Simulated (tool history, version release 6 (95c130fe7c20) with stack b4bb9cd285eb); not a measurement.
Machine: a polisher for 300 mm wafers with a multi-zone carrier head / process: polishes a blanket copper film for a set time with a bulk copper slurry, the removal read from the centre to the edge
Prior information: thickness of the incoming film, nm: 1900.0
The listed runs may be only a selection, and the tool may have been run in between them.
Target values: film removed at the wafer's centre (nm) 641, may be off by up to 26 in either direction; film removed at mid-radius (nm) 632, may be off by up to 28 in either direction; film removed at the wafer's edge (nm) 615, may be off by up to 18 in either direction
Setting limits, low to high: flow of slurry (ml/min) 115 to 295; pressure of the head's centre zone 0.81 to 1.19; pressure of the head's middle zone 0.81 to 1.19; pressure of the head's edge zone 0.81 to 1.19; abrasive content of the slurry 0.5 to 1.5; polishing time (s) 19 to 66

run  hour  flow of slurry (ml/min)  pressure of the head's centre zone  pressure of the head's middle zone  pressure of the head's edge zone  abrasive content of the slurry  polishing time (s)  film removed at the wafer's centre (nm)  film removed at mid-radius (nm)  film removed at the wafer's edge (nm)
  1     0                      190                                   1                                   1                                 1                               1                  42                                   400.49                           420.13                                 415.79
  2   8.2                      190                                   1                                   1                                 1                               1                  48                                   458.15                           474.54                                  472.4
  3  14.6                      190                                   1                                   1                                 1                             0.8                  48                                   417.25                           439.78                                 434.74
  4  22.2                      195                                1.01                                1.01                              1.01                            0.85                  48                                    435.2                           455.54                                 454.63
  5  26.3                      200                                1.03                                1.03                              1.02                             0.9                  48                                   459.31                           461.35                                 463.08
  6  29.5                      200                                1.03                                1.04                              1.02                            0.95                  48                                    466.2                           483.82                                 474.66
  7  35.3                      205                                1.04                                1.05                              1.03                               1                  48                                   466.76                           493.94                                 482.62
  8  38.5                      205                                1.05                                1.05                              1.03                            1.05                  48                                   486.24                           498.54                                 486.13
  9  43.3                      235                                1.08                                1.12                              1.13                             1.3                  52                                   591.32                           629.44                                 596.69
 10  49.2                      235                                1.09                                1.12                              1.13                             1.3                  52                                   586.36                           621.32                                 600.49

5 candidate next runs follow, results not yet known. Just one meets every target within its allowed miss. Identify it.
  A  55.1                      280                                1.19                                1.13                              0.92                            1.15                  60                                        ?                                ?                                      ?
  B  55.1                      270                                1.19                                1.02                              1.11                            1.35                  56                                        ?                                ?                                      ?
  C  55.1                      230                                1.12                                1.07                              1.06                             1.5                  53                                        ?                                ?                                      ?
  D  55.1                      230                                1.19                                0.98                              1.19                             1.3                  52                                        ?                                ?                                      ?
  E  55.1                      205                                 1.1                                1.04                              1.15                            1.25                  58                                        ?                                ?                                      ?

move  film removed at the wafer's centre (nm)  film removed at mid-radius (nm)  film removed at the wafer's edge (nm)
   A                                   722.49                           701.75                                 608.24
   B                                   704.56                           632.47                                 645.67
   C                                   640.51                           629.77                                 608.88
   D                                   634.14                           553.22                                 604.47
   E                                   643.36                           629.49                                 648.27
A: carries the result that was furthest off beyond its target, to the other side
B: carries the result that was furthest off beyond its target, to the other side
C: hits every target within its allowed miss
D: brings the result that was furthest off to its target, and leaves another outside
E: brings the result that was furthest off to its target, and leaves another outside
So the answer is move C, the one that meets all the targets.
